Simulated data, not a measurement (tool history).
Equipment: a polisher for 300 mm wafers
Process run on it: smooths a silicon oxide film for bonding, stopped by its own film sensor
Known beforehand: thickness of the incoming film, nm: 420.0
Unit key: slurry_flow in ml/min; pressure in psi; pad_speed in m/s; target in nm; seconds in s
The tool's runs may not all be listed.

run,hour,slurry_flow,pressure,pad_speed,slurry_solids,target,seconds
1,0.0,285,2.4,1.06,1.0,373,59.471
2,3.5,215,2.4,1.06,1.0,373,60.873
3,12.1,270,2.4,1.06,1.0,373,59.571
4,15.6,270,2.1,1.06,1.0,373,65.040
5,20.5,270,1.8,1.06,1.0,373,69.036
6,25.9,270,1.8,1.06,0.8,373,76.576
7,31.3,270,1.6,1.06,0.8,373,80.806
8,35.1,270,1.5,1.06,0.8,373,84.413

Run 9, settings as shown, results not yet in. Your forecast:
9,42.0,265,1.5,1.06,0.8,373,?

seconds: 83.131 s

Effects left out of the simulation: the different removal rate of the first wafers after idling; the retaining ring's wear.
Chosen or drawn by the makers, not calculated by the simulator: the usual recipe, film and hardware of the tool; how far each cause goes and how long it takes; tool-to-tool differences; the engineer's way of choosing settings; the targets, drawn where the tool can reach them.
